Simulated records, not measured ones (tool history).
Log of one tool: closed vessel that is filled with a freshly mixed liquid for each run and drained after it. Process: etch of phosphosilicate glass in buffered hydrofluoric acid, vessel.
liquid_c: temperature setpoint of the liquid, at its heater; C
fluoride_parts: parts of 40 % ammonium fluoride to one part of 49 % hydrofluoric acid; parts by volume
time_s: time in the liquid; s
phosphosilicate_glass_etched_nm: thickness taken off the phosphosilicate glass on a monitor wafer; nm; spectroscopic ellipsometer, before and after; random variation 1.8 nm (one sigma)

run  hour  liquid_c  fluoride_parts  time_s  phosphosilicate_glass_etched_nm
  1   0.0      23.0            10.0      90                           344.54
  2   1.8      25.0            10.0      90                           375.97
  3   9.4      23.0            10.5      90                           332.23
  4  14.6      21.5            11.0      90                           288.75
  5  21.2      20.5            11.5      90                           264.28
  6  29.1      19.5            11.5      90                           246.10
  7  37.4      19.0            11.5      90                           238.04

Forecast run 8:
  8  38.7      18.5            11.5      90                                ?

{"run 8": {"phosphosilicate_glass_etched_nm": 234.34}}
